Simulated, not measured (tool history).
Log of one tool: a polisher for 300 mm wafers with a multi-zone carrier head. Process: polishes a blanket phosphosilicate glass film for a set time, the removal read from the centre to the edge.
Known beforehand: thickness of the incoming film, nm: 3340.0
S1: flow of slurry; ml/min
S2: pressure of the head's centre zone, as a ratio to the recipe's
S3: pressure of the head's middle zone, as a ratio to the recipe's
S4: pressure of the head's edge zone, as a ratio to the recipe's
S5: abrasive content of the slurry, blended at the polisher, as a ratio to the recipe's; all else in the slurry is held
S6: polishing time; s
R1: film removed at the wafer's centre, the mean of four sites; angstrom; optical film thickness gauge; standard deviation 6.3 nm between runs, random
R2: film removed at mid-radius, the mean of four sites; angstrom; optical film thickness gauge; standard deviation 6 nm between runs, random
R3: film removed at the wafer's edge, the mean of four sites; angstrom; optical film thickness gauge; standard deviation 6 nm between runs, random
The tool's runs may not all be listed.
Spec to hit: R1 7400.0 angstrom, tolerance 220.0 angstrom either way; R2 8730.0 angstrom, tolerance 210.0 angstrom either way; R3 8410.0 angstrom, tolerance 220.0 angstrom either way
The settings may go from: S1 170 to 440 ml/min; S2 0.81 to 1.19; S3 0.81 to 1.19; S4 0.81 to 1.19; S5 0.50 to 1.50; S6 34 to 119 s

{"run": 1, "day": 0.0, "S1": 280, "S2": 1.0, "S3": 1.0, "S4": 1.0, "S5": 1.0, "S6": 76, "R1": 6325.0, "R2": 6266.8, "R3": 6513.9}
{"run": 2, "day": 0.242, "S1": 280, "S2": 1.04, "S3": 1.0, "S4": 1.0, "S5": 1.0, "S6": 76, "R1": 6663.3, "R2": 6257.2, "R3": 6481.9}
{"run": 3, "day": 0.604, "S1": 295, "S2": 1.02, "S3": 1.05, "S4": 1.05, "S5": 1.1, "S6": 76, "R1": 6965.6, "R2": 6924.6, "R3": 7040.4}
{"run": 4, "day": 0.938, "S1": 355, "S2": 1.02, "S3": 1.05, "S4": 1.05, "S5": 1.1, "S6": 76, "R1": 6876.3, "R2": 7084.2, "R3": 7097.0}
{"run": 5, "day": 1.062, "S1": 355, "S2": 1.02, "S3": 0.98, "S4": 1.05, "S5": 1.1, "S6": 76, "R1": 6987.2, "R2": 6715.4, "R3": 7021.0}
{"run": 6, "day": 1.288, "S1": 355, "S2": 0.97, "S3": 0.98, "S4": 1.05, "S5": 1.1, "S6": 76, "R1": 6533.5, "R2": 6686.5, "R3": 7186.4}
{"run": 7, "day": 1.475, "S1": 365, "S2": 0.97, "S3": 1.03, "S4": 1.08, "S5": 1.15, "S6": 76, "R1": 6821.2, "R2": 7176.7, "R3": 7355.6}
{"run": 8, "day": 1.829, "S1": 370, "S2": 0.96, "S3": 1.06, "S4": 1.1, "S5": 1.2, "S6": 76, "R1": 6913.0, "R2": 7466.4, "R3": 7638.0}
{"run": 9, "day": 1.883, "S1": 375, "S2": 0.96, "S3": 1.09, "S4": 1.12, "S5": 1.25, "S6": 76, "R1": 7100.3, "R2": 7802.2, "R3": 7830.7}
{"run": 10, "day": 1.971, "S1": 380, "S2": 0.95, "S3": 1.11, "S4": 1.13, "S5": 1.3, "S6": 76, "R1": 7100.3, "R2": 8044.4, "R3": 8067.9}
{"run": 11, "day": 2.258, "S1": 385, "S2": 0.95, "S3": 1.13, "S4": 1.14, "S5": 1.3, "S6": 76, "R1": 7161.6, "R2": 8289.9, "R3": 8140.5}
{"run": 12, "day": 2.608, "S1": 390, "S2": 0.95, "S3": 1.14, "S4": 1.15, "S5": 1.3, "S6": 76, "R1": 7031.5, "R2": 8247.1, "R3": 8042.2}

Which single option among these 5 for the next run brings every result within its allowed miss of target? Just one does.
{"run": "A", "day": 2.958, "S1": 370, "S2": 0.87, "S3": 1.06, "S4": 1.19, "S5": 1.4, "S6": 79, "R1": "?", "R2": "?", "R3": "?"}
{"run": "B", "day": 2.958, "S1": 330, "S2": 0.83, "S3": 1.02, "S4": 1.19, "S5": 1.35, "S6": 82, "R1": "?", "R2": "?", "R3": "?"}
{"run": "C", "day": 2.958, "S1": 275, "S2": 0.87, "S3": 1.06, "S4": 1.19, "S5": 1.25, "S6": 85, "R1": "?", "R2": "?", "R3": "?"}
{"run": "D", "day": 2.958, "S1": 390, "S2": 0.9, "S3": 1.09, "S4": 1.19, "S5": 1.3, "S6": 83, "R1": "?", "R2": "?", "R3": "?"}
{"run": "E", "day": 2.958, "S1": 310, "S2": 0.93, "S3": 1.13, "S4": 1.08, "S5": 1.4, "S6": 80, "R1": "?", "R2": "?", "R3": "?"}

move=A R1=7017.4 R2=8303.1 R3=8775.7
move=B R1=6762.7 R2=8133.8 R3=8905.5
move=C R1=6957.9 R2=8258.6 R3=8787.8
move=D R1=7428.3 R2=8691.6 R3=8959.4
move=E R1=7468.5 R2=8736.1 R3=8359.8
A: closer than the last run, but not yet in spec
B: moves away from the targets compared with the last run
C: just as far off the targets as the last run
D: puts the biggest miss on target and leaves a different result outside tolerance
E: each result inside its tolerance
Move E is the one to make.

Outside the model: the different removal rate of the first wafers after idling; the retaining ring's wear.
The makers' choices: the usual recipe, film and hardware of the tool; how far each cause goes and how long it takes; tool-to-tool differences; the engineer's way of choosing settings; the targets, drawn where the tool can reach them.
